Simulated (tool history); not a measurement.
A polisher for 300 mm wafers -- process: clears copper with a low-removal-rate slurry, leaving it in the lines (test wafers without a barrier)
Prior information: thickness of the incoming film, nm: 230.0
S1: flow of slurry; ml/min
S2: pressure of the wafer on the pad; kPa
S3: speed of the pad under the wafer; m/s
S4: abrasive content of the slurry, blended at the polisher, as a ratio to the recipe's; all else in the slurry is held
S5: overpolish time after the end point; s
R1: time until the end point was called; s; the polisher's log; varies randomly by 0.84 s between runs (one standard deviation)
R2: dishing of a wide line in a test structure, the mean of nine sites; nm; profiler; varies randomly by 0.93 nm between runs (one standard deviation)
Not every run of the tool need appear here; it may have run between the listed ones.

run	hour	S1	S2	S3	S4	S5	R1	R2
1	0.0	145	16.5	1.12	1.0	23	74.694	46.461
2	5.8	145	16.5	1.12	0.9	23	75.079	45.912
3	7.1	145	19.3	1.16	0.9	18	64.266	44.224
4	14.8	145	21.4	1.20	0.9	14	55.480	38.027
5	17.4	145	21.4	1.20	0.9	21	55.301	52.954
6	24.6	125	21.4	1.20	0.9	21	56.230	51.768
7	28.7	125	22.8	1.22	0.9	18	50.330	52.345

Predict the results of run 8:
8	36.5	125	23.4	1.24	0.9	15	?	?

{"run 8": {"R1": 48.643, "R2": 47.282}}

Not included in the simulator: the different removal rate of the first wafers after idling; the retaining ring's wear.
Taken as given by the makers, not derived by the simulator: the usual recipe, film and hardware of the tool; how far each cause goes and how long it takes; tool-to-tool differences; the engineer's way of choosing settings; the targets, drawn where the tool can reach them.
